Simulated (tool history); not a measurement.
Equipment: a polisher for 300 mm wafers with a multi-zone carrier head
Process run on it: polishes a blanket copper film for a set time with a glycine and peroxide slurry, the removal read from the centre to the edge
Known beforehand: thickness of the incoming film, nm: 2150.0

run    day  flow of slurry (ml/min)  pressure of the head's centre zone  pressure of the head's middle zone  pressure of the head's edge zone  polishing time (s)  film removed at the wafer's centre (Å)  film removed at mid-radius (Å)  film removed at the wafer's edge (Å)
  1  0.000                      240                                1.00                                1.00                              1.00                  31                                  1558.5                          1556.6                                1559.7
  2  0.092                      240                                1.01                                0.99                              0.99                  31                                  1525.1                          1525.6                                1590.2
  3  0.458                      240                                1.07                                0.99                              0.99                  31                                  1652.4                          1566.8                                1538.9
  4  0.708                      240                                1.07                                0.99                              1.06                  31                                  1628.8                          1527.2                                1595.4
  5  0.821                      240                                1.08                                0.98                              1.05                  31                                  1663.5                          1522.5                                1602.4
  6  0.854                      240                                1.09                                0.97                              1.04                  31                                  1632.2                          1530.3                                1598.4
  7  0.938                      245                                1.10                                0.97                              1.05                  30                                  1596.9                          1493.7                                1535.7

For run 8, what comes out?
  8  1.175                      235                                1.11                                0.96                              1.04                  30                                       ?                               ?                                     ?

{"run 8": {"film removed at the wafer's centre (Å)": 1610.2, "film removed at mid-radius (Å)": 1458.4, "film removed at the wafer's edge (Å)": 1555.4}}
